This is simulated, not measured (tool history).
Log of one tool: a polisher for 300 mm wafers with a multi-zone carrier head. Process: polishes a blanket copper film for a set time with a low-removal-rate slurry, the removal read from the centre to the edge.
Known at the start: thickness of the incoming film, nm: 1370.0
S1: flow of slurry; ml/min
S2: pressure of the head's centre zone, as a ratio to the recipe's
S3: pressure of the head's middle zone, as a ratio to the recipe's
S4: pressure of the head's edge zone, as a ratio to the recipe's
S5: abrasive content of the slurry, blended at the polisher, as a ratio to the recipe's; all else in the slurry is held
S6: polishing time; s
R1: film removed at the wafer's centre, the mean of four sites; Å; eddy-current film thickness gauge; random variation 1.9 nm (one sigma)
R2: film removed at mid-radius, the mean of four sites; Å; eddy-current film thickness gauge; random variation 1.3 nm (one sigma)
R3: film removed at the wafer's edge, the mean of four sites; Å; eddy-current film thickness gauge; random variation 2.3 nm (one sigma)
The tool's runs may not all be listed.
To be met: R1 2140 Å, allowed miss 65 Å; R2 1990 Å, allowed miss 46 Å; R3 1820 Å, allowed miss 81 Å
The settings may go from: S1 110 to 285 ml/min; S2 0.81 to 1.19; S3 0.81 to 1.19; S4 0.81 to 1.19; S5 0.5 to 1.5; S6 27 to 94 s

run  hour   S1    S2    S3    S4    S5  S6      R1      R2      R3
  1     0  180     1     1     1     1  60  1758.4  1762.2  1677.1
  2   2.9  180     1     1     1   1.1  60  1829.5  1782.6  1787.8
  3  11.5  180     1     1     1   1.1  69  2097.8  2053.1  1963.3
  4  19.6  180  0.94     1     1   1.1  69  1931.3  2081.7  2021.2
     25.3  -- edge zone pressure recalibrated
  5  25.3  180  0.94  0.92     1   1.1  69  1971.4  1931.8  2032.7
  6  29.4  180  0.94  0.92     1   1.2  69  1971.7  1979.1  2057.5
  7  35.6  185  0.96  0.93  0.96  1.15  69  2015.9  1992.6    2082
  8  38.2  185  0.99  0.96  0.98  1.05  69  2028.8  1991.3  2029.5

4 next moves are on the table. One of them brings every result within its allowed miss. Which?
  A  40.8  155  1.09  1.11  1.09   0.9  63   ?   ?   ?
  B  40.8  170  1.17  1.15  1.05     1  62   ?   ?   ?
  C  40.8  110  1.06  0.96  1.04     1  77   ?   ?   ?
  D  40.8  210  0.98  1.03  1.03  1.15  66   ?   ?   ?

move      R1      R2      R3
   A  1923.2  1897.2  1821.8
   B  2112.9  1985.8  1815.6
   C  2128.4  1972.9  2102.4
   D  2003.8  2075.3  2017.1
A: brings the result that was furthest off to its target, and leaves another outside
B: meets every target
C: further off than the last run
D: nearer than the last run, and not there yet
Answer: B
